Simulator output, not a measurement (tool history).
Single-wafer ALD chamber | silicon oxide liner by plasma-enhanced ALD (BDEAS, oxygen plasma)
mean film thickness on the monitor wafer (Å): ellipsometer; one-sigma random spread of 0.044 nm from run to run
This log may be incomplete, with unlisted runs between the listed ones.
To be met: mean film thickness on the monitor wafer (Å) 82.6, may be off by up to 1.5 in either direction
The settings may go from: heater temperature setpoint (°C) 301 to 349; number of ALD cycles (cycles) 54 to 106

run  hour  heater temperature setpoint (°C)  number of ALD cycles (cycles)  mean film thickness on the monitor wafer (Å)
  1     0                               325                             80                                        64.176
  2   3.5                               324                             85                                        67.426
  3  11.9                               314                             85                                        69.715
  4    16                               314                             89                                        72.423
  5  24.9                               312                             92                                        74.371
  6  31.8                               311                             95                                        76.995
  7  39.1                               310                             97                                        78.924
  8  41.7                               309                             98                                        79.481

Which of these 4 next moves meets every target?
  A  44.3                               307                            101                                             ?
  B  44.3                               308                            106                                             ?
  C  44.3                               306                            106                                             ?
  D  44.3                               307                            105                                             ?

move  mean film thickness on the monitor wafer (Å)
   A                                        83.063
   B                                        87.066
   C                                        87.284
   D                                        86.353
A: every result within its allowed miss
B: carries the result that was furthest off beyond its target, to the other side
C: carries the result that was furthest off beyond its target, to the other side
D: carries the result that was furthest off beyond its target, to the other side
Answer: A
